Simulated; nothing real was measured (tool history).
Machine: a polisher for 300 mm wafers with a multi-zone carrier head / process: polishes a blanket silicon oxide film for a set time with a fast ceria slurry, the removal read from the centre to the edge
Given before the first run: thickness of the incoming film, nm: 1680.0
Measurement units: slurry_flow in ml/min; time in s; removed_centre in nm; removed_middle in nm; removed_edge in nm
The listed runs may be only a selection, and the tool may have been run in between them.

run    day  slurry_flow  centre_zone  middle_zone  edge_zone  time  removed_centre  removed_middle  removed_edge
  1      0          300            1            1          1    31             602          567.07         573.1
  2  0.283          300            1            1       0.93    31          603.95          572.91        563.41
  3  0.525          300            1            1       0.86    31          608.78          552.76        554.97
  4  0.846          300            1         0.98       0.85    28          545.43          510.35        480.06
  5  0.921          300            1         0.91       0.85    28          544.29          474.44         480.4
  6    1.2          275         1.01         0.89       0.88    26          510.64          425.57        445.89
  7  1.421          260         0.99         0.87       0.87    25          477.14             407        440.94
  8  1.675          265         0.99         0.86       0.87    24          458.84          385.45        425.56
  9  2.038          270         0.99         0.86       0.86    23          439.47           369.9         398.5
 10  2.212          265         0.97         0.81       0.83    20          377.67          308.53         333.9

What will run 11 give?
 11  2.379          265         0.98         0.82       0.84    20               ?               ?             ?

{"run 11": {"removed_centre": 381.54, "removed_middle": 305.98, "removed_edge": 344.17}}

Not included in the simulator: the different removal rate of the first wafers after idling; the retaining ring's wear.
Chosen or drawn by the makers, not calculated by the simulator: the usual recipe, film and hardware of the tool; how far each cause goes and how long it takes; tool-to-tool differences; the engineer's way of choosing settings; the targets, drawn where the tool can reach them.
